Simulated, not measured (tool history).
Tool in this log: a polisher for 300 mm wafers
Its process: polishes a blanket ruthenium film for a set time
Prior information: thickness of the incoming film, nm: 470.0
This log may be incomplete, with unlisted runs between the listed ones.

run    day  flow of slurry (ml/min)  pressure of the wafer on the pad (psi)  speed of the pad under the wafer (m/s)  polishing time (s)  film removed (nm)
  1  0.000                      250                                     2.1                                    1.20                  38             53.231
  2  0.346                      250                                     2.1                                    1.20                  38             51.632
  3  0.533                      285                                     2.1                                    1.20                  38             53.531
  4  0.762                      315                                     2.1                                    1.20                  38             54.370
  5  1.129                      310                                     1.9                                    1.20                  38             48.705
  6  1.392                      310                                     1.8                                    1.20                  38             45.578

For run 7, what comes out?
  7  1.608                      310                                     1.7                                    1.20                  38                  ?

{"run 7": {"film removed (nm)": 44.105}}
